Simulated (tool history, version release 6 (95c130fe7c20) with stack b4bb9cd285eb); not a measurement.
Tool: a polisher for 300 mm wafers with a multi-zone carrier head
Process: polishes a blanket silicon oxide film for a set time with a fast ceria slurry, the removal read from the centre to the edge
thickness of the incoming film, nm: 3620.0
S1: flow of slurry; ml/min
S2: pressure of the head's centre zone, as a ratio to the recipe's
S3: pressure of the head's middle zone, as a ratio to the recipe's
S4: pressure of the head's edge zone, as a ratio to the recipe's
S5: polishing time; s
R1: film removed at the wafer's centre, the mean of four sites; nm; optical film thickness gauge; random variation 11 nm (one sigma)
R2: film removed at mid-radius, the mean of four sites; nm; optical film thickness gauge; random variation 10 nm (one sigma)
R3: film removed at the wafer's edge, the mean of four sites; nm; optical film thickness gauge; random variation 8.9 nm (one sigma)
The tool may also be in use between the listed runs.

run 1 hour=0 | S1=255 S2=1 S3=1 S4=1 S5=40 | R1=863.98 R2=881.71 R3=906.93
run 2 hour=4.3 | S1=265 S2=1.04 S3=0.99 S4=1.05 S5=41 | R1=923.15 R2=899.67 R3=966.41
run 3 hour=9.6 | S1=265 S2=1.04 S3=0.99 S4=1.05 S5=50 | R1=1128.2 R2=1094.5 R3=1161.9
run 4 hour=14 | S1=255 S2=1.05 S3=0.96 S4=1.03 S5=50 | R1=1110.8 R2=1044 R3=1127
run 5 hour=20.2 | S1=255 S2=1.13 S3=0.96 S4=1.03 S5=50 | R1=1195.8 R2=1072 R3=1157.8
run 6 hour=27 | S1=255 S2=1.05 S3=0.96 S4=1.03 S5=50 | R1=1140.5 R2=1065.1 R3=1144.5

Run 7 comes next. What will it give?
run 7 hour=31 | S1=245 S2=1.04 S3=0.93 S4=1.02 S5=50 | R1=? R2=? R3=?

Run 7 gave R1 1124.5 nm, R2 1031.2 nm, R3 1126.2 nm.
